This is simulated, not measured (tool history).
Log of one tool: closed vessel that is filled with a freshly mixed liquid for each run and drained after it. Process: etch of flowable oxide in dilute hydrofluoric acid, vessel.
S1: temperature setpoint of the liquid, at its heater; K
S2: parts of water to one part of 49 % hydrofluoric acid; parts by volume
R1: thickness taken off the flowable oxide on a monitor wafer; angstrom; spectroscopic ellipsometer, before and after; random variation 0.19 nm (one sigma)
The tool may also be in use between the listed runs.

{"run": 1, "day": 0.0, "S1": 294.15, "S2": 290, "time in the liquid (s)": 230, "R1": 411.14}
{"run": 2, "day": 0.333, "S1": 293.15, "S2": 290, "time in the liquid (s)": 230, "R1": 391.97}
{"run": 3, "day": 0.458, "S1": 293.15, "S2": 290, "time in the liquid (s)": 230, "R1": 396.09}
{"run": 4, "day": 0.683, "S1": 293.15, "S2": 210, "time in the liquid (s)": 230, "R1": 585.84}
{"run": 5, "day": 0.829, "S1": 295.65, "S2": 210, "time in the liquid (s)": 230, "R1": 644.5}
{"run": 6, "day": 0.875, "S1": 295.65, "S2": 155, "time in the liquid (s)": 230, "R1": 917.68}
{"run": 7, "day": 1.079, "S1": 294.15, "S2": 195, "time in the liquid (s)": 230, "R1": 668.73}
{"run": 8, "day": 1.262, "S1": 293.15, "S2": 220, "time in the liquid (s)": 230, "R1": 557.52}
{"run": 9, "day": 1.462, "S1": 293.15, "S2": 220, "time in the liquid (s)": 230, "R1": 552.4}

The next listed run, before its measurement:
{"run": 10, "day": 1.625, "S1": 293.15, "S2": 220, "time in the liquid (s)": 230, "R1": "?"}

{"run 10": {"R1": 551.7}}
